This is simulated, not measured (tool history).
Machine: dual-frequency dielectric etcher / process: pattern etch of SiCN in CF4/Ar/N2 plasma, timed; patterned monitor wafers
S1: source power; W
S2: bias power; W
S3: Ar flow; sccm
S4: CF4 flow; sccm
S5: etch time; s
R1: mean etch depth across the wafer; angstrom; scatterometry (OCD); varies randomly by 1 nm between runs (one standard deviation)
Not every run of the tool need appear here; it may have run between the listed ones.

| run | hour | S1 | S2 | S3 | S4 | S5 | R1 |
|---|---|---|---|---|---|---|---|
| 1 | 0.0 | 490 | 79 | 104 | 67 | 130.5 | 1150.7 |
| 2 | 7.7 | 540 | 80 | 104 | 67 | 130.5 | 1272.0 |
| 3 | 9.2 | 540 | 80 | 104 | 77 | 130.5 | 1276.9 |
| 4 | 15.9 | 490 | 80 | 104 | 77 | 130.5 | 1181.3 |
| 5 | 18.4 | 490 | 80 | 104 | 82 | 130.5 | 1178.6 |
| 6 | 27.3 | 540 | 81 | 104 | 82 | 130.5 | 1292.5 |
| 7 | 29.0 | 570 | 82 | 104 | 82 | 130.5 | 1383.9 |

Run 8 comes next. What will it give?
| 8 | 37.4 | 590 | 82 | 104 | 82 | 130.5 | ? |

{"run 8": {"R1": 1421.5}}
